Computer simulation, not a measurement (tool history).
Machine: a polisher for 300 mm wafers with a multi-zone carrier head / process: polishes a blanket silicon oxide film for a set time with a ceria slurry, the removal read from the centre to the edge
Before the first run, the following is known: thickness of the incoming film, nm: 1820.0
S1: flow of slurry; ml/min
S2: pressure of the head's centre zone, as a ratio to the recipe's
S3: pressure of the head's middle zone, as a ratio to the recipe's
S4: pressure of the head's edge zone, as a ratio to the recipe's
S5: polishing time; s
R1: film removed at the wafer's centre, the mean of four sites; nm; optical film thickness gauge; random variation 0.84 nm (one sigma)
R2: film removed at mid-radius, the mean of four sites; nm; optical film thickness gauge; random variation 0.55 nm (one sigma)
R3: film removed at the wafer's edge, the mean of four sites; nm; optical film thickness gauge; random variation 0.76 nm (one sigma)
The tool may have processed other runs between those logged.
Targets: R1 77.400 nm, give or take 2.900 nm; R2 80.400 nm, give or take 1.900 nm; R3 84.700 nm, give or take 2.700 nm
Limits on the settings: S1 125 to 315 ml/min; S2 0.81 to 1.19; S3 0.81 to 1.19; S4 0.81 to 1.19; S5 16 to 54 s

Run 1, hour 0.0: S1 205 ml/min, S2 1.00, S3 1.00, S4 1.00, S5 35 s. Result: R1 98.138 nm, R2 97.740 nm, R3 95.967 nm.
Run 2, hour 7.1: S1 200 ml/min, S2 0.99, S3 0.99, S4 0.99, S5 35 s. Result: R1 96.987 nm, R2 98.376 nm, R3 96.391 nm.
Run 3, hour 15.9: S1 195 ml/min, S2 0.98, S3 0.98, S4 0.98, S5 35 s. Result: R1 95.725 nm, R2 97.334 nm, R3 94.836 nm.
Run 4, hour 17.2: S1 190 ml/min, S2 0.97, S3 0.97, S4 0.98, S5 35 s. Result: R1 95.781 nm, R2 96.445 nm, R3 95.655 nm.
Run 5, hour 23.5: S1 190 ml/min, S2 0.96, S3 0.96, S4 0.98, S5 35 s. Result: R1 93.864 nm, R2 95.434 nm, R3 95.280 nm.
Run 6, hour 28.7: S1 190 ml/min, S2 0.95, S3 0.95, S4 0.97, S5 35 s. Result: R1 92.375 nm, R2 95.444 nm, R3 94.035 nm.
Run 7, hour 30.5: S1 190 ml/min, S2 0.94, S3 0.94, S4 0.97, S5 35 s. Result: R1 91.314 nm, R2 94.945 nm, R3 96.061 nm.
Run 8, hour 33.7: S1 185 ml/min, S2 0.94, S3 0.93, S4 0.96, S5 35 s. Result: R1 90.200 nm, R2 94.436 nm, R3 93.304 nm.
Run 9, hour 39.1: S1 180 ml/min, S2 0.94, S3 0.92, S4 0.96, S5 35 s. Result: R1 92.229 nm, R2 92.244 nm, R3 92.455 nm.
Run 10, hour 42.1: S1 180 ml/min, S2 0.93, S3 0.91, S4 0.96, S5 35 s. Result: R1 90.644 nm, R2 90.089 nm, R3 94.187 nm.
Run 11, hour 47.6: S1 175 ml/min, S2 0.92, S3 0.90, S4 0.95, S5 35 s. Result: R1 91.478 nm, R2 91.628 nm, R3 92.141 nm.
Run 12, hour 53.1: S1 175 ml/min, S2 0.91, S3 0.89, S4 0.95, S5 35 s. Result: R1 87.847 nm, R2 90.194 nm, R3 92.893 nm.
Run 13, hour 59.9: S1 175 ml/min, S2 0.90, S3 0.88, S4 0.95, S5 35 s. Result: R1 87.912 nm, R2 88.620 nm, R3 93.086 nm.
Run 14, hour 66.5: S1 175 ml/min, S2 0.89, S3 0.87, S4 0.94, S5 35 s. Result: R1 85.684 nm, R2 89.065 nm, R3 91.277 nm.
Run 15, hour 69.4: S1 175 ml/min, S2 0.89, S3 0.86, S4 0.94, S5 35 s. Result: R1 86.925 nm, R2 88.200 nm, R3 92.793 nm.
Run 16, hour 75.6: S1 170 ml/min, S2 0.88, S3 0.86, S4 0.94, S5 35 s. Result: R1 84.601 nm, R2 87.733 nm, R3 91.638 nm.
Run 17, hour 83.7: S1 165 ml/min, S2 0.88, S3 0.85, S4 0.94, S5 35 s. Result: R1 83.205 nm, R2 87.569 nm, R3 91.570 nm.
Run 18, hour 86.3: S1 155 ml/min, S2 0.88, S3 0.83, S4 0.93, S5 34 s. Result: R1 81.112 nm, R2 81.579 nm, R3 87.649 nm.
Run 19, hour 93.2: S1 145 ml/min, S2 0.87, S3 0.83, S4 0.92, S5 34 s. Result: R1 79.238 nm, R2 82.258 nm, R3 87.951 nm.

5 candidate next runs follow, results not yet known. Just one meets every target within its allowed miss. Identify it.
Run A, hour 100.1: S1 140 ml/min, S2 0.82, S3 0.82, S4 0.92, S5 36 s. Result: R1 ?, R2 ?, R3 ?.
Run B, hour 100.1: S1 135 ml/min, S2 0.89, S3 0.87, S4 0.93, S5 33 s. Result: R1 ?, R2 ?, R3 ?.
Run C, hour 100.1: S1 150 ml/min, S2 0.81, S3 0.86, S4 1.05, S5 35 s. Result: R1 ?, R2 ?, R3 ?.
Run D, hour 100.1: S1 170 ml/min, S2 0.86, S3 0.81, S4 0.85, S5 35 s. Result: R1 ?, R2 ?, R3 ?.
Run E, hour 100.1: S1 125 ml/min, S2 0.87, S3 0.83, S4 0.95, S5 35 s. Result: R1 ?, R2 ?, R3 ?.

move      R1      R2      R3
   A  78.266  85.841  93.204
   B  77.515  81.417  85.513
   C  75.955  86.928  97.140
   D  82.122  84.888  89.039
   E  79.364  82.792  90.940
A: its largest miss is bigger than the last run's
B: all results land within tolerance of their targets
C: its largest miss is bigger than the last run's
D: its largest miss is bigger than the last run's
E: its largest miss is bigger than the last run's
Move B is the one to make.
